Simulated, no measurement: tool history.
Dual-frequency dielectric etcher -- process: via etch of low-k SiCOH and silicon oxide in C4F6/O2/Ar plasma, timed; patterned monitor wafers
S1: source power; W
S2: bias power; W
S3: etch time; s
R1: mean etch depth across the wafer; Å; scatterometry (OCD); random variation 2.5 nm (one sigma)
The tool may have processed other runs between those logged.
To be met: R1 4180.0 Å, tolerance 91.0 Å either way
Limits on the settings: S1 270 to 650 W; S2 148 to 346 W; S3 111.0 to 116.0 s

run  hour   S1   S2     S3      R1
  1   0.0  460  247  111.0  3677.4
  2   4.2  460  247  111.0  3628.3
  3  10.6  460  247  111.0  3661.8
  4  12.4  480  249  111.0  3763.8
  5  18.5  410  249  111.0  3444.1
  6  20.2  410  249  116.0  3592.9
  7  22.4  420  250  116.0  3687.5
  8  26.8  430  251  116.0  3708.9
  9  34.5  440  252  116.0  3771.0
 10  38.6  450  253  116.0  3845.1
 11  42.2  460  254  116.0  3839.3
 12  50.0  560  272  116.0  4289.7

Below are 5 possible settings for the next run. Only one of them brings all results inside the allowed miss of their targets. Which is it?
  A  57.8  550  285  112.0   ?
  B  57.8  560  285  116.0   ?
  C  57.8  510  266  114.0   ?
  D  57.8  550  324  112.5   ?
  E  57.8  570  312  111.0   ?

move      R1
   A  4208.6
   B  4394.3
   C  4046.8
   D  4413.1
   E  4368.0
A: every result lands within tolerance
B: lands further from the targets than the last run did
C: carries the result that was furthest off beyond its target, to the other side
D: lands further from the targets than the last run did
E: lands further from the targets than the last run did
Move A is the one to make.
